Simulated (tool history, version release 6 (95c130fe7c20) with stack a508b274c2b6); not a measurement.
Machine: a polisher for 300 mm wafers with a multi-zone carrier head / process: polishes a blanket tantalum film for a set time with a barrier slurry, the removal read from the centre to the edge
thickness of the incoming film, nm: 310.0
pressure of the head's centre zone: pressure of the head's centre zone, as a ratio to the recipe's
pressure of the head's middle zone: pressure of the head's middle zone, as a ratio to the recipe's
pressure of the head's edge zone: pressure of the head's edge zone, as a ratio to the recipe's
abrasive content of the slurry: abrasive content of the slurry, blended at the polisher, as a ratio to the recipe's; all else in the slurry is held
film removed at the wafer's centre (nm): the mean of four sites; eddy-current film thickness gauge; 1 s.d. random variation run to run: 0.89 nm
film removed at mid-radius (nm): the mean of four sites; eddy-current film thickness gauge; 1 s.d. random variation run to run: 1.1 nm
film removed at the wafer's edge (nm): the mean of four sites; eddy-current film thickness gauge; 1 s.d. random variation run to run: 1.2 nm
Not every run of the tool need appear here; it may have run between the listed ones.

run,hour,flow of slurry (ml/min),pressure of the head's centre zone,pressure of the head's middle zone,pressure of the head's edge zone,abrasive content of the slurry,polishing time (s),film removed at the wafer's centre (nm),film removed at mid-radius (nm),film removed at the wafer's edge (nm)
1,0.0,200,1.00,1.00,1.00,1.00,87,83.639,83.221,85.948
2,2.2,210,1.03,0.98,1.01,1.00,87,85.379,82.114,82.652
3,3.6,210,1.03,0.98,0.94,1.00,87,88.473,80.249,81.537
4,10.7,210,1.03,0.95,0.94,1.00,87,87.002,80.413,82.734
5,19.4,200,1.05,0.92,0.94,1.05,87,88.068,78.259,83.585
6,24.1,200,1.05,0.92,0.94,0.90,87,84.829,74.152,79.355

Expected results for the next run?
7,30.5,200,1.07,0.90,0.95,0.95,88,?,?,?

Run 7 measured film removed at the wafer's centre (nm) 89.086, film removed at mid-radius (nm) 74.046, film removed at the wafer's edge (nm) 84.434.
